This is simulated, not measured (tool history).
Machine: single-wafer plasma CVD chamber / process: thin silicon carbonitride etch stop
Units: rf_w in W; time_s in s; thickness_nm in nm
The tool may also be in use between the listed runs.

run 1 hour=0.0 | rf_w=195 time_s=25.0 | thickness_nm=12.810
run 2 hour=3.6 | rf_w=215 time_s=25.0 | thickness_nm=13.137
run 3 hour=4.8 | rf_w=215 time_s=27.9 | thickness_nm=14.662
run 4 hour=11.0 | rf_w=230 time_s=27.9 | thickness_nm=14.941
run 5 hour=17.0 | rf_w=205 time_s=27.9 | thickness_nm=14.509
run 6 hour=17.9 | rf_w=195 time_s=26.0 | thickness_nm=13.346
-- hour=22.4 thermocouple changed; heater temperature recalibrated
run 7 hour=22.4 | rf_w=190 time_s=24.6 | thickness_nm=12.539
run 8 hour=25.4 | rf_w=185 time_s=23.8 | thickness_nm=12.079
run 9 hour=31.7 | rf_w=180 time_s=23.2 | thickness_nm=11.623

Expected results for the next run?
run 10 hour=34.5 | rf_w=175 time_s=23.0 | thickness_nm=?

thickness_nm: 11.462 nm

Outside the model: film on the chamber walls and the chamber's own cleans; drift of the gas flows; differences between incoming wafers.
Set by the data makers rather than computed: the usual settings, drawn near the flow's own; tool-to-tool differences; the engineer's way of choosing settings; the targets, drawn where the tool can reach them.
